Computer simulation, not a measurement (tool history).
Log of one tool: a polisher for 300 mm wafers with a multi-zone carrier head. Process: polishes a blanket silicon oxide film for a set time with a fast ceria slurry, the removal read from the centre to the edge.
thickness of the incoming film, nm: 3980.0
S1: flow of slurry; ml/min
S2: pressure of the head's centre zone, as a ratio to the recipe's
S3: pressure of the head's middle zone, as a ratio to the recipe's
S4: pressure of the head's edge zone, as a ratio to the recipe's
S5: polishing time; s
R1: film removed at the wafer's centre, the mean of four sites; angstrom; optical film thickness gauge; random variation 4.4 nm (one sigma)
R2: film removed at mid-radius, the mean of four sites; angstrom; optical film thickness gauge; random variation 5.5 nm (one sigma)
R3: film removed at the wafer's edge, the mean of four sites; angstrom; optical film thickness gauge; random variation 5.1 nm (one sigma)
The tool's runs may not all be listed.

run 1 day=0 | S1=215 S2=1 S3=1 S4=1 S5=43 | R1=7008.6 R2=7178 R3=7029.7
run 2 day=0.179 | S1=210 S2=0.97 S3=0.99 S4=0.98 S5=39 | R1=6230.5 R2=6341 R3=6393.7
run 3 day=0.508 | S1=205 S2=0.95 S3=1.01 S4=0.96 S5=36 | R1=5552.4 R2=5820.7 R3=5793.5
run 4 day=0.708 | S1=205 S2=0.95 S3=1.09 S4=0.96 S5=36 | R1=5585.3 R2=6350.5 R3=5901.7
run 5 day=0.833 | S1=205 S2=1.03 S3=1.09 S4=0.96 S5=36 | R1=6052.4 R2=6403.1 R3=5761.6
run 6 day=1.079 | S1=200 S2=1 S3=1.09 S4=0.94 S5=34 | R1=5407.7 R2=6090.7 R3=5398.5
run 7 day=1.217 | S1=190 S2=0.98 S3=1.06 S4=0.92 S5=33 | R1=5146.6 R2=5629.4 R3=5257.8
run 8 day=1.267 | S1=190 S2=0.96 S3=1.06 S4=0.91 S5=31 | R1=4753.4 R2=5379.9 R3=4846.8
run 9 day=1.533 | S1=185 S2=0.94 S3=1.04 S4=0.9 S5=31 | R1=4649.5 R2=5259.4 R3=4711.1

Forecast run 10:
run 10 day=1.817 | S1=180 S2=0.92 S3=1.02 S4=0.9 S5=31 | R1=? R2=? R3=?

Run 10 gave R1 4536.7 angstrom, R2 5057.9 angstrom, R3 4767.9 angstrom.
